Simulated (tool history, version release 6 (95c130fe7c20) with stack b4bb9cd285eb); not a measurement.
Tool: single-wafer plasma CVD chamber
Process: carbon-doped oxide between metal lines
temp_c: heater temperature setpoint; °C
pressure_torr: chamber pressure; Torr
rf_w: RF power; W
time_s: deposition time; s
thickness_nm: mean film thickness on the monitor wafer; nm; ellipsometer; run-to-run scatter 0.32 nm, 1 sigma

run,hour,temp_c,pressure_torr,rf_w,time_s,thickness_nm
1,0,360,5.54,625,29.3,162.82
2,2.3,360,5.15,625,29.3,161.7
3,10.6,361,5.04,595,29.3,153.73
4,11.6,362,4.86,585,29.3,149.99
# hour 16: capacitance manometer re-zeroed and calibrated
5,16,363,4.72,580,29.3,148.77
6,22.9,363,4.72,580,29.3,148.89
7,27,366,4.38,530,29.3,133.06

Expected results for the next run?
8,34.5,365,4.48,535,29.3,?

Run 8 gave thickness_nm 135.84 nm.
